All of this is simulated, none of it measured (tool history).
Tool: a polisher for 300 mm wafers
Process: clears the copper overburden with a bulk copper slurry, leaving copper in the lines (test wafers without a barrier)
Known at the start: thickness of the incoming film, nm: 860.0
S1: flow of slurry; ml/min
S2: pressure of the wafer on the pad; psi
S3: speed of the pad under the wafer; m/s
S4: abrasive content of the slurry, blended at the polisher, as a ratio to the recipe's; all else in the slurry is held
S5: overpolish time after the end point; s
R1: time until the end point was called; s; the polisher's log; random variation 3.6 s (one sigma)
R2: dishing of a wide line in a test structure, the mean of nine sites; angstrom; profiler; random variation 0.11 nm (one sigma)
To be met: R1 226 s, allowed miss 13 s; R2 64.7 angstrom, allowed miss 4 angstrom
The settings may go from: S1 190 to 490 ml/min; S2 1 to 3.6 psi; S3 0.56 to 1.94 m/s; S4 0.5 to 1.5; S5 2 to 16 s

{"run": 1, "day": 0.0, "S1": 315, "S2": 2.3, "S3": 1.24, "S4": 1, "S5": 8, "R1": 92.053, "R2": 385.1}
{"run": 2, "day": 0.2, "S1": 315, "S2": 2.3, "S3": 1.24, "S4": 1, "S5": 11, "R1": 91.556, "R2": 437.24}
{"run": 3, "day": 0.258, "S1": 315, "S2": 2.3, "S3": 1.52, "S4": 1, "S5": 11, "R1": 75.595, "R2": 462.16}
{"run": 4, "day": 0.533, "S1": 315, "S2": 1.8, "S3": 1.52, "S4": 1, "S5": 11, "R1": 95.195, "R2": 418.15}
{"run": 5, "day": 0.654, "S1": 315, "S2": 1.8, "S3": 1.52, "S4": 1, "S5": 14, "R1": 93.278, "R2": 447.21}
{"run": 6, "day": 1.004, "S1": 280, "S2": 1.6, "S3": 1.24, "S4": 0.85, "S5": 11, "R1": 133.84, "R2": 358.23}
{"run": 7, "day": 1.192, "S1": 340, "S2": 1.4, "S3": 1.04, "S4": 0.85, "S5": 8, "R1": 179.09, "R2": 251.81}
{"run": 8, "day": 1.375, "S1": 430, "S2": 1, "S3": 0.68, "S4": 1.1, "S5": 4, "R1": 357.4, "R2": 80.802}
{"run": 9, "day": 1.721, "S1": 445, "S2": 1.2, "S3": 0.68, "S4": 1.2, "S5": 3, "R1": 296.21, "R2": 74.552}
{"run": 10, "day": 1.888, "S1": 455, "S2": 1.3, "S3": 0.68, "S4": 1.25, "S5": 3, "R1": 276.61, "R2": 81.442}
{"run": 11, "day": 2.058, "S1": 465, "S2": 1.3, "S3": 0.7, "S4": 1.3, "S5": 3, "R1": 261.52, "R2": 85.209}
{"run": 12, "day": 2.379, "S1": 470, "S2": 1.3, "S3": 0.66, "S4": 1.35, "S5": 3, "R1": 272.7, "R2": 77.698}
{"run": 13, "day": 2.65, "S1": 475, "S2": 1.4, "S3": 0.64, "S4": 1.4, "S5": 3, "R1": 259.54, "R2": 82.075}
{"run": 14, "day": 2.979, "S1": 480, "S2": 1.4, "S3": 0.66, "S4": 1.45, "S5": 3, "R1": 245.47, "R2": 83.746}
{"run": 15, "day": 3.054, "S1": 485, "S2": 1.4, "S3": 0.64, "S4": 1.45, "S5": 3, "R1": 257.77, "R2": 81.882}
{"run": 16, "day": 3.142, "S1": 490, "S2": 1.4, "S3": 0.66, "S4": 1.5, "S5": 2, "R1": 246.74, "R2": 58.31}

4 next moves are on the table. One of them brings every result within its allowed miss. Which?
{"run": "A", "day": 3.229, "S1": 430, "S2": 1.3, "S3": 0.66, "S4": 1.35, "S5": 3, "R1": "?", "R2": "?"}
{"run": "B", "day": 3.229, "S1": 455, "S2": 1, "S3": 0.86, "S4": 1.35, "S5": 3, "R1": "?", "R2": "?"}
{"run": "C", "day": 3.229, "S1": 475, "S2": 1.6, "S3": 0.78, "S4": 1.4, "S5": 2, "R1": "?", "R2": "?"}
{"run": "D", "day": 3.229, "S1": 470, "S2": 1.3, "S3": 0.78, "S4": 1.5, "S5": 2, "R1": "?", "R2": "?"}

move=A R1=276.01 R2=81.206
move=B R1=273.66 R2=81.351
move=C R1=191.02 R2=78.79
move=D R1=230.55 R2=66.001
A: takes the result that was furthest off past its target
B: takes the result that was furthest off past its target
C: takes the result that was furthest off past its target
D: meets every target
Answer: D

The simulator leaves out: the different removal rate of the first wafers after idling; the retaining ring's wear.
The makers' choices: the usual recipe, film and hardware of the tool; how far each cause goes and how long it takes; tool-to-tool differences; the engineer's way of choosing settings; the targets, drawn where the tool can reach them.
